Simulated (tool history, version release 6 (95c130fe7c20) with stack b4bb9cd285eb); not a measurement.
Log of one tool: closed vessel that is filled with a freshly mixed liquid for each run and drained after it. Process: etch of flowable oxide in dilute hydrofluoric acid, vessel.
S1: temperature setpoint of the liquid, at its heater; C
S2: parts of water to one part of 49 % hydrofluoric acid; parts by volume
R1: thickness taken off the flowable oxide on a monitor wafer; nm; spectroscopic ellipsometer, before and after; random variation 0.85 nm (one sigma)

run 1 hour=0 | S1=23 S2=50 time_in_the_liquid_(s)=105 | R1=71.95
run 2 hour=2.4 | S1=21.5 S2=50 time_in_the_liquid_(s)=105 | R1=67.943
run 3 hour=6.4 | S1=21.5 S2=60 time_in_the_liquid_(s)=105 | R1=55.474
run 4 hour=8.2 | S1=23.5 S2=55 time_in_the_liquid_(s)=105 | R1=66.239
run 5 hour=10.9 | S1=26 S2=55 time_in_the_liquid_(s)=105 | R1=73.068
run 6 hour=12.7 | S1=26 S2=50 time_in_the_liquid_(s)=105 | R1=81.708
run 7 hour=18.2 | S1=27 S2=45 time_in_the_liquid_(s)=105 | R1=94.738
run 8 hour=19.7 | S1=28 S2=45 time_in_the_liquid_(s)=105 | R1=98.818

Forecast run 9:
run 9 hour=21.8 | S1=31 S2=35 time_in_the_liquid_(s)=105 | R1=?

{"run 9": {"R1": 144.01}}
